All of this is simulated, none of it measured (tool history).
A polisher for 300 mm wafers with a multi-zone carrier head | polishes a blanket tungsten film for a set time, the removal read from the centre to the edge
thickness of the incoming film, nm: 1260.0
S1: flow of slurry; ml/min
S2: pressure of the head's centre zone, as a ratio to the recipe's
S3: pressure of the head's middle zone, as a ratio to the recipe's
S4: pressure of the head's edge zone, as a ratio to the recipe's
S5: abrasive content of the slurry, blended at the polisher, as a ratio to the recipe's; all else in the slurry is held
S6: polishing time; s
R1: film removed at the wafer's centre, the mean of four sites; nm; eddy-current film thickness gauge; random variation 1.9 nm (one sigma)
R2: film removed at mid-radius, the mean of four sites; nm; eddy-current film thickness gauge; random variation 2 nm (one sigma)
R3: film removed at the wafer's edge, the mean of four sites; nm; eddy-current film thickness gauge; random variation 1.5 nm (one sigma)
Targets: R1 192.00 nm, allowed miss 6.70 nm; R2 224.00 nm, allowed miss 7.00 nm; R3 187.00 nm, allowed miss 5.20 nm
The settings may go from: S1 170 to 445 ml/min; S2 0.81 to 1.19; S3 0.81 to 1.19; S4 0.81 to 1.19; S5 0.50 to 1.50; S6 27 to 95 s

{"run": 1, "hour": 0.0, "S1": 285, "S2": 1.0, "S3": 1.0, "S4": 1.0, "S5": 1.0, "S6": 61, "R1": 173.39, "R2": 183.31, "R3": 182.56}
{"run": 2, "hour": 1.5, "S1": 295, "S2": 1.01, "S3": 1.03, "S4": 1.0, "S5": 1.0, "S6": 61, "R1": 175.38, "R2": 190.72, "R3": 184.81}
{"run": 3, "hour": 3.5, "S1": 295, "S2": 0.94, "S3": 1.03, "S4": 1.0, "S5": 1.0, "S6": 61, "R1": 167.75, "R2": 187.21, "R3": 181.61}
{"run": 4, "hour": 11.9, "S1": 295, "S2": 0.94, "S3": 0.97, "S4": 1.0, "S5": 1.0, "S6": 61, "R1": 165.51, "R2": 178.92, "R3": 179.77}
{"run": 5, "hour": 15.0, "S1": 225, "S2": 0.94, "S3": 0.97, "S4": 1.0, "S5": 1.0, "S6": 61, "R1": 158.92, "R2": 174.77, "R3": 177.73}
{"run": 6, "hour": 16.0, "S1": 240, "S2": 0.96, "S3": 1.0, "S4": 0.99, "S5": 1.0, "S6": 61, "R1": 162.5, "R2": 181.29, "R3": 177.84}
{"run": 7, "hour": 22.8, "S1": 255, "S2": 0.98, "S3": 1.03, "S4": 0.98, "S5": 1.0, "S6": 61, "R1": 170.86, "R2": 183.6, "R3": 179.54}
{"run": 8, "hour": 26.8, "S1": 285, "S2": 0.96, "S3": 1.06, "S4": 0.97, "S5": 1.0, "S6": 61, "R1": 167.21, "R2": 192.74, "R3": 180.8}
{"run": 9, "hour": 30.7, "S1": 285, "S2": 0.96, "S3": 1.06, "S4": 0.97, "S5": 1.0, "S6": 61, "R1": 167.05, "R2": 193.04, "R3": 176.42}

Which of these 5 next moves meets every target?
{"run": "A", "hour": 34.6, "S1": 265, "S2": 1.01, "S3": 1.08, "S4": 1.03, "S5": 1.15, "S6": 64, "R1": "?", "R2": "?", "R3": "?"}
{"run": "B", "hour": 34.6, "S1": 295, "S2": 0.94, "S3": 1.14, "S4": 0.88, "S5": 1.05, "S6": 66, "R1": "?", "R2": "?", "R3": "?"}
{"run": "C", "hour": 34.6, "S1": 290, "S2": 0.99, "S3": 1.13, "S4": 0.85, "S5": 1.0, "S6": 68, "R1": "?", "R2": "?", "R3": "?"}
{"run": "D", "hour": 34.6, "S1": 415, "S2": 0.97, "S3": 1.07, "S4": 0.85, "S5": 0.75, "S6": 66, "R1": "?", "R2": "?", "R3": "?"}
{"run": "E", "hour": 34.6, "S1": 285, "S2": 0.93, "S3": 1.19, "S4": 0.83, "S5": 0.95, "S6": 65, "R1": "?", "R2": "?", "R3": "?"}

move=A R1=185.35 R2=210.19 R3=199.23
move=B R1=176.70 R2=224.12 R3=188.56
move=C R1=189.37 R2=226.47 R3=188.99
move=D R1=175.42 R2=204.93 R3=176.95
move=E R1=167.78 R2=222.33 R3=176.39
A: nearer than the last run, and not there yet
B: brings the result that was furthest off to its target, and leaves another outside
C: meets every target
D: nearer than the last run, and not there yet
E: brings the result that was furthest off to its target, and leaves another outside
The right move is C.
